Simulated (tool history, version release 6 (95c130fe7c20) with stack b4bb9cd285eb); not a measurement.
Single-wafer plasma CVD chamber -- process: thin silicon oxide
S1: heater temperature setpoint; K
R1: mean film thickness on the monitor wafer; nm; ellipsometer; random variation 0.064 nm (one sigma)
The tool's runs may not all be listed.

Run 1, day 0.000: S1 678.15 K, chamber pressure (Torr) 0.696, RF power (kW) 0.340, deposition time (s) 9.26. Result: R1 14.971 nm.
Run 2, day 0.050: S1 678.15 K, chamber pressure (Torr) 0.684, RF power (kW) 0.340, deposition time (s) 9.26. Result: R1 14.707 nm.
Run 3, day 0.408: S1 678.15 K, chamber pressure (Torr) 0.684, RF power (kW) 0.300, deposition time (s) 9.26. Result: R1 14.134 nm.
Run 4, day 0.479: S1 678.15 K, chamber pressure (Torr) 0.684, RF power (kW) 0.300, deposition time (s) 9.54. Result: R1 14.629 nm.
Run 5, day 0.646: S1 678.15 K, chamber pressure (Torr) 0.755, RF power (kW) 0.300, deposition time (s) 9.54. Result: R1 15.941 nm.
Run 6, day 0.750: S1 678.15 K, chamber pressure (Torr) 0.735, RF power (kW) 0.300, deposition time (s) 9.54. Result: R1 15.485 nm.
Run 7, day 0.850: S1 678.15 K, chamber pressure (Torr) 0.717, RF power (kW) 0.300, deposition time (s) 9.54. Result: R1 15.271 nm.
Run 8, day 1.108: S1 678.15 K, chamber pressure (Torr) 0.701, RF power (kW) 0.300, deposition time (s) 9.54. Result: R1 14.854 nm.
Run 9, day 1.329: S1 678.15 K, chamber pressure (Torr) 0.688, RF power (kW) 0.300, deposition time (s) 9.54. Result: R1 14.557 nm.

Run 10 has not been measured yet. What should we expect?
Run 10, day 1.525: S1 678.15 K, chamber pressure (Torr) 0.677, RF power (kW) 0.300, deposition time (s) 9.54. Result: R1 ?.

Logged for run 10: R1 14.557 nm.
